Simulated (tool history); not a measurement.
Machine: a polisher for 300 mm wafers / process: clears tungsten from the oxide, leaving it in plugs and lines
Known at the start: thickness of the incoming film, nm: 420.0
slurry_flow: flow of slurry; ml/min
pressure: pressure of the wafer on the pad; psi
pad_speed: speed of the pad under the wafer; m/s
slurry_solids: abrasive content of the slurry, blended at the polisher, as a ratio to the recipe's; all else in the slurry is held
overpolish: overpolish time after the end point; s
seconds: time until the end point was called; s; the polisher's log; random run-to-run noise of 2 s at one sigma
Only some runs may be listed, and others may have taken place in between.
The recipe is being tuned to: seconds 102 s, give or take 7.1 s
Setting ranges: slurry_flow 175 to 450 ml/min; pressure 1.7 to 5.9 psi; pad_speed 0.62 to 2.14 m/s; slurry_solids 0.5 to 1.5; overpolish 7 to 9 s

run  hour  slurry_flow  pressure  pad_speed  slurry_solids  overpolish  seconds
  1     0          290       3.8       1.38              1           9   73.457
  2   6.3          290       3.6       1.36              1           9   78.514
  3  13.1          290       3.6       1.36              1           7   80.184
  4  20.3          290       3.6       1.36              1           9   77.547
     29.1  -- slurry tank refilled with fresh slurry and peroxide
  5  29.1          290       4.1       1.36              1           9   60.304
  6    31          290       3.9       1.36              1           9   65.011
  7  33.3          290       2.9       1.26              1           9   88.846
  8  34.7          290       2.8       1.24              1           9   91.949

Which one of the following 4 next-run settings gets every result inside its allowed miss? There is exactly one.
  A  36.1          410       2.8       1.12           0.95           8        ?
  B  36.1          325       2.8          1            0.8           7        ?
  C  36.1          285       2.2       1.18              1           7        ?
  D  36.1          300       2.6       1.04           0.85           8        ?

move  seconds
   A   99.117
   B   113.38
   C   121.46
   D   117.34
A: every result lands within tolerance
B: moves the result that the last run missed by most past its target, out the other side
C: moves the result that the last run missed by most past its target, out the other side
D: moves the result that the last run missed by most past its target, out the other side
Go with A: it meets all targets.

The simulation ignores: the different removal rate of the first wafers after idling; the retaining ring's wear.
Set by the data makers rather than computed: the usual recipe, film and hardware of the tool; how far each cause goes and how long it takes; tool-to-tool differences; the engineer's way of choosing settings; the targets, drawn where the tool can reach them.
